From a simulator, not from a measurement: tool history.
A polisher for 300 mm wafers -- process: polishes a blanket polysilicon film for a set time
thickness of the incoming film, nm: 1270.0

run    day  flow of slurry (ml/min)  pressure of the wafer on the pad (kPa)  speed of the pad under the wafer (cm/s)  polishing time (s)  film removed (nm)
  1      0                      170                                    13.1                                       98                  57             300.86
  2  0.279                      170                                    13.1                                       82                  57             261.21
  3  0.329                      170                                    13.1                                       92                  57             284.41
  4  0.633                      165                                    11.7                                       88                  57             246.28
  5  0.812                      160                                    10.3                                       86                  57             217.38
  6  0.983                      160                                    10.3                                       86                  57             215.48

Estimate the outcome of run 7 from the log above:
  7  1.346                      155                                     9.7                                       84                  57                  ?

{"run 7": {"film removed (nm)": 195.32}}

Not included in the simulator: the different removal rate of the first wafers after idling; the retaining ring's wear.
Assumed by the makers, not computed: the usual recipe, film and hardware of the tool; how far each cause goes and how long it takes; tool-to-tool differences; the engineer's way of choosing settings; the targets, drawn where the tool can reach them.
